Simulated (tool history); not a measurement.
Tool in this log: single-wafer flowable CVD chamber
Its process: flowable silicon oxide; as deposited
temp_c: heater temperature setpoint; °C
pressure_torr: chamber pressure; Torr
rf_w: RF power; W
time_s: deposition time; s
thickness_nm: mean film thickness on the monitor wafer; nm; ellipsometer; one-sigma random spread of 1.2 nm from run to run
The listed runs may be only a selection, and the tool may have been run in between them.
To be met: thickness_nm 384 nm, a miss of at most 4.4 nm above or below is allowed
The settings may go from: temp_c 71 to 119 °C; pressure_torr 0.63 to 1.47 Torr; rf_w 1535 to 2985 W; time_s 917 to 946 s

run,day,temp_c,pressure_torr,rf_w,time_s,thickness_nm
1,0,95,1.05,2260,917,955.82
2,0.133,95,1.2,2260,917,1080.6
3,0.279,95,1.11,2260,917,1008.1
4,0.608,98,1.09,2260,917,890.61
5,0.904,98,1.09,2260,917,891.71
6,1.021,93,1.09,2260,917,1064.3
7,1.154,96,1.08,2260,917,942.19
8,1.204,99,1.07,2260,917,849.99
9,1.429,101,1.05,2260,917,780.18
10,1.5,103,1.04,2260,917,713.69
11,1.7,105,1.03,2260,917,662.83
12,1.833,107,1.02,2260,917,611.83
13,1.929,108,1.01,2260,917,589.58
14,2.062,109,1,2260,917,563.01
15,2.388,110,1,2260,917,543
16,2.692,111,1,2260,917,526.14
17,2.988,112,0.99,2260,917,504.35
18,3.212,113,0.99,2260,917,490.09
19,3.5,114,0.99,2260,917,471.29
20,3.683,115,0.99,2260,917,457.72

4 candidate next runs follow, results not yet known. Just one meets every target within its allowed miss. Identify it.
A,3.867,113,1.1,2050,946,?
B,3.867,117,0.86,2300,917,?
C,3.867,117,0.86,2495,925,?
D,3.867,119,0.93,2080,917,?

move,thickness_nm
A,550.18
B,374.95
C,382.6
D,374.74
A: further off than the last run
B: takes the result that was furthest off past its target
C: every result lands within tolerance
D: takes the result that was furthest off past its target
The right move is C.
